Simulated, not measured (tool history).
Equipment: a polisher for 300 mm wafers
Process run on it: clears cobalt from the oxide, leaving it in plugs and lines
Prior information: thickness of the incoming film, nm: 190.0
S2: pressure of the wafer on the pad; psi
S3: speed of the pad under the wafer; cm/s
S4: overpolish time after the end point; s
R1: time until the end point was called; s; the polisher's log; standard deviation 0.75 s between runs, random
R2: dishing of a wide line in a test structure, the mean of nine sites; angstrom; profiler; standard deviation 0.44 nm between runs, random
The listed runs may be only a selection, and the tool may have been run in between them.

run 1 hour=0 | flow_of_slurry_(ml/min)=120 S2=1.4 S3=84 S4=16 | R1=79.654 R2=321.4
run 2 hour=8.9 | flow_of_slurry_(ml/min)=120 S2=1.7 S3=84 S4=16 | R1=69.419 R2=373.83
run 3 hour=15.6 | flow_of_slurry_(ml/min)=120 S2=1.7 S3=84 S4=23 | R1=68.133 R2=465.73
run 4 hour=18.6 | flow_of_slurry_(ml/min)=120 S2=1.7 S3=84 S4=25 | R1=67.216 R2=476.74
run 5 hour=19.6 | flow_of_slurry_(ml/min)=135 S2=1.7 S3=84 S4=25 | R1=66.116 R2=497.87
run 6 hour=22.2 | flow_of_slurry_(ml/min)=135 S2=1.7 S3=84 S4=29 | R1=66.006 R2=534.49
run 7 hour=23.1 | flow_of_slurry_(ml/min)=145 S2=1.6 S3=88 S4=25 | R1=65.861 R2=514.35
run 8 hour=26.2 | flow_of_slurry_(ml/min)=135 S2=1.6 S3=86 S4=22 | R1=68.454 R2=463.42
-- hour=28.7 slurry nozzle cleaned
run 9 hour=28.7 | flow_of_slurry_(ml/min)=125 S2=1.6 S3=84 S4=19 | R1=63.256 R2=420.16
run 10 hour=29.9 | flow_of_slurry_(ml/min)=110 S2=1.2 S3=82 S4=11 | R1=81.781 R2=249.89
run 11 hour=30.6 | flow_of_slurry_(ml/min)=105 S2=1.2 S3=86 S4=10 | R1=81.638 R2=234.33
run 12 hour=39.1 | flow_of_slurry_(ml/min)=100 S2=1.2 S3=88 S4=9 | R1=81.936 R2=214.7
run 13 hour=40.9 | flow_of_slurry_(ml/min)=100 S2=1.2 S3=90 S4=8 | R1=80.077 R2=196.23

Run 14 comes next. What will it give?
run 14 hour=48.2 | flow_of_slurry_(ml/min)=105 S2=1.2 S3=92 S4=7 | R1=? R2=?

{"run 14": {"R1": 78.555, "R2": 173.98}}

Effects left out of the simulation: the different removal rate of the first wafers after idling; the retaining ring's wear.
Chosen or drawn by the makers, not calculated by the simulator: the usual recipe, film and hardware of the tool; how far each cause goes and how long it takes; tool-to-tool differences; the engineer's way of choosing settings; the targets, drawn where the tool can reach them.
